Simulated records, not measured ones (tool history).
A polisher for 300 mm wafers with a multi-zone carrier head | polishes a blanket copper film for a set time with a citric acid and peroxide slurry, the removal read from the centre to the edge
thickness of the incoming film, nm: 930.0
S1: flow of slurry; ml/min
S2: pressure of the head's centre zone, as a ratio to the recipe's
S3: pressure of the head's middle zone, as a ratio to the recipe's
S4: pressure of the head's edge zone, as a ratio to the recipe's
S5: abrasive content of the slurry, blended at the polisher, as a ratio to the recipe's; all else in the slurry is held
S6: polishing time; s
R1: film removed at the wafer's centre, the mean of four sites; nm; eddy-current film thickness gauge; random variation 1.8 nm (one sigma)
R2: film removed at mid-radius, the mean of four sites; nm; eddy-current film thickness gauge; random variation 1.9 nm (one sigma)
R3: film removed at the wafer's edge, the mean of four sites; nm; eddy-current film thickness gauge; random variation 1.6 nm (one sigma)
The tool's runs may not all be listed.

run 1 hour=0 | S1=240 S2=1 S3=1 S4=1 S5=1 S6=47 | R1=112.21 R2=108.34 R3=114.05
run 2 hour=7 | S1=240 S2=1 S3=1 S4=1.09 S5=1 S6=47 | R1=109.57 R2=109.16 R3=116.4
run 3 hour=14.3 | S1=240 S2=1.01 S3=1.01 S4=1.09 S5=1.05 S6=48 | R1=116.78 R2=115.79 R3=120.58
run 4 hour=19 | S1=240 S2=1.01 S3=1.01 S4=1.02 S5=1.05 S6=48 | R1=116.63 R2=113.42 R3=115.48
run 5 hour=22.6 | S1=240 S2=1.01 S3=1.01 S4=0.95 S5=1.05 S6=48 | R1=115.78 R2=116.57 R3=113.05
run 6 hour=24.2 | S1=240 S2=1.06 S3=1.01 S4=0.95 S5=1.05 S6=48 | R1=120.14 R2=113.79 R3=115.1
run 7 hour=32.3 | S1=240 S2=1.06 S3=1.01 S4=0.97 S5=1.1 S6=49 | R1=125.68 R2=117.98 R3=117.21
run 8 hour=34.1 | S1=240 S2=1.05 S3=1.01 S4=0.98 S5=1.15 S6=50 | R1=126.85 R2=119.69 R3=122.84

Run 9 comes next. What will it give?
run 9 hour=38.2 | S1=240 S2=1.06 S3=1.02 S4=0.99 S5=1.2 S6=51 | R1=? R2=? R3=?

{"run 9": {"R1": 130.94, "R2": 126.68, "R3": 126.48}}
